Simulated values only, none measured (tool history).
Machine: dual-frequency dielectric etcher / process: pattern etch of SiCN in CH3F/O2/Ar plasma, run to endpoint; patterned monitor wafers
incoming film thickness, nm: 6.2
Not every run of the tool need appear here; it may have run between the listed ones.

run  hour  source power (W)  bias power (W)  endpoint time (s)
  1   0.0               300              70             19.659
  2   3.0               300              79             18.748
  3   7.4               280              74             19.739
  4  14.1               260              70             20.661
  5  19.1               200              70             22.682
  6  27.9               190              67             23.829
  7  34.6               190              66             23.686
  8  38.9               190              64             24.011
  9  40.6               190              63             24.219

For run 10, what comes out?
 10  45.7               190              62                  ?

Run 10 yielded endpoint time (s) 24.504.
